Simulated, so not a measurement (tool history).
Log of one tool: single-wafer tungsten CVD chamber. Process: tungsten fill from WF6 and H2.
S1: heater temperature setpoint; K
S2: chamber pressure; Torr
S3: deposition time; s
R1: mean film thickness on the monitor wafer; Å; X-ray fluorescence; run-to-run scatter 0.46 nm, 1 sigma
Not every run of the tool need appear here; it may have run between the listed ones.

{"run": 1, "hour": 0.0, "S1": 663.15, "S2": 52.4, "S3": 43.7, "R1": 1574.4}
{"run": 2, "hour": 6.8, "S1": 658.15, "S2": 52.1, "S3": 43.7, "R1": 1417.9}
{"run": 3, "hour": 11.8, "S1": 655.15, "S2": 51.9, "S3": 43.7, "R1": 1334.8}
{"run": 4, "hour": 15.3, "S1": 655.15, "S2": 57.4, "S3": 43.7, "R1": 1394.2}
{"run": 5, "hour": 19.3, "S1": 655.15, "S2": 57.4, "S3": 45.0, "R1": 1434.1}
{"run": 6, "hour": 24.1, "S1": 655.15, "S2": 57.4, "S3": 43.7, "R1": 1397.2}
{"run": 7, "hour": 27.3, "S1": 652.15, "S2": 57.2, "S3": 43.7, "R1": 1308.5}

Expected results for the next run?
{"run": 8, "hour": 29.2, "S1": 650.15, "S2": 57.1, "S3": 43.7, "R1": "?"}

Run 8 came out at R1 1251.9 Å.

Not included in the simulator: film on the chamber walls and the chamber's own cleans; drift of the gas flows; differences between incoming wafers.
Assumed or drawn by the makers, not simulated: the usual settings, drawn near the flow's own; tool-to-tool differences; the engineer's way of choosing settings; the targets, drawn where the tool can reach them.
